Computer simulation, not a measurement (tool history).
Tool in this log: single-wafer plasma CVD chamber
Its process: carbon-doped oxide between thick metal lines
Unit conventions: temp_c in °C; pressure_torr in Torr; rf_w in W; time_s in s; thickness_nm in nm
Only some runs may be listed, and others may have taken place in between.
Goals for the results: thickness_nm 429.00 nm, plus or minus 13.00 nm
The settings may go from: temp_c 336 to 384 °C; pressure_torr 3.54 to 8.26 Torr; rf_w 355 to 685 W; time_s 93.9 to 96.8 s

run,hour,temp_c,pressure_torr,rf_w,time_s,thickness_nm
1,0.0,360,5.90,520,93.9,546.56
2,3.1,360,5.90,520,93.9,545.78
3,11.1,360,5.90,520,96.8,563.64
4,18.5,370,5.90,520,96.8,551.15
5,20.0,371,5.80,480,96.1,519.34
6,23.4,372,5.71,450,95.6,493.42
7,24.1,372,5.66,430,95.2,477.52
8,25.5,373,5.46,355,93.9,403.45
9,26.6,373,5.51,360,94.0,408.94
10,33.8,373,5.54,365,94.1,412.99

Exactly one of the 5 candidate moves below puts every result within its allowed miss. Which one?
A,41.0,367,4.11,355,94.4,?
B,41.0,371,5.86,400,96.8,?
C,41.0,365,5.56,405,96.8,?
D,41.0,372,5.14,385,94.1,?
E,41.0,376,5.23,355,93.9,?

move,thickness_nm
A,398.64
B,461.40
C,468.94
D,429.70
E,400.43
A: further off than the last run
B: pushes the last run's worst result past its target
C: pushes the last run's worst result past its target
D: all results land within tolerance of their targets
E: further off than the last run
Move D is the one to make.
